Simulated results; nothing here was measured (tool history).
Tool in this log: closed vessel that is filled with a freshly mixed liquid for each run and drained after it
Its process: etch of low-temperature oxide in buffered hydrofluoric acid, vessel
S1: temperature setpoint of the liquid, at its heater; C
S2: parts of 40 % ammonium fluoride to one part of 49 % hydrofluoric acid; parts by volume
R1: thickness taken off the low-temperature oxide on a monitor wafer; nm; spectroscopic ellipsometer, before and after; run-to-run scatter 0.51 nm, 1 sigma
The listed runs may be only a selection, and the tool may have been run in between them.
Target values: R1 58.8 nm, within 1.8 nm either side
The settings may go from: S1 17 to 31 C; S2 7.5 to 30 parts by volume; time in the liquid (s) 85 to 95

{"run": 1, "day": 0.0, "S1": 23, "S2": 20.5, "time in the liquid (s)": 85, "R1": 79.187}
{"run": 2, "day": 0.275, "S1": 21.5, "S2": 20.5, "time in the liquid (s)": 85, "R1": 74.111}
{"run": 3, "day": 0.608, "S1": 20.5, "S2": 20.5, "time in the liquid (s)": 85, "R1": 70.497}
{"run": 4, "day": 0.629, "S1": 20.5, "S2": 20.5, "time in the liquid (s)": 85, "R1": 70.46}
{"run": 5, "day": 0.771, "S1": 19.5, "S2": 20.5, "time in the liquid (s)": 85, "R1": 67.183}
{"run": 6, "day": 0.892, "S1": 19, "S2": 20.5, "time in the liquid (s)": 85, "R1": 64.239}
{"run": 7, "day": 1.183, "S1": 18.5, "S2": 20.5, "time in the liquid (s)": 85, "R1": 63.067}
{"run": 8, "day": 1.55, "S1": 18, "S2": 20.5, "time in the liquid (s)": 85, "R1": 61.303}

Consider the 5 candidate settings below. Which is the only one whose results all fall within their allowed miss of target?
{"run": "A", "day": 1.917, "S1": 18, "S2": 20, "time in the liquid (s)": 85, "R1": "?"}
{"run": "B", "day": 1.917, "S1": 19, "S2": 23, "time in the liquid (s)": 90, "R1": "?"}
{"run": "C", "day": 1.917, "S1": 19.5, "S2": 25, "time in the liquid (s)": 85, "R1": "?"}
{"run": "D", "day": 1.917, "S1": 17.5, "S2": 20, "time in the liquid (s)": 90, "R1": "?"}
{"run": "E", "day": 1.917, "S1": 17, "S2": 17.5, "time in the liquid (s)": 85, "R1": "?"}

move=A R1=61.878
move=B R1=62.958
move=C R1=57.738
move=D R1=63.676
move=E R1=65.167
A: moves away from the targets compared with the last run
B: moves away from the targets compared with the last run
C: all results in spec
D: moves away from the targets compared with the last run
E: moves away from the targets compared with the last run
The right move is C.
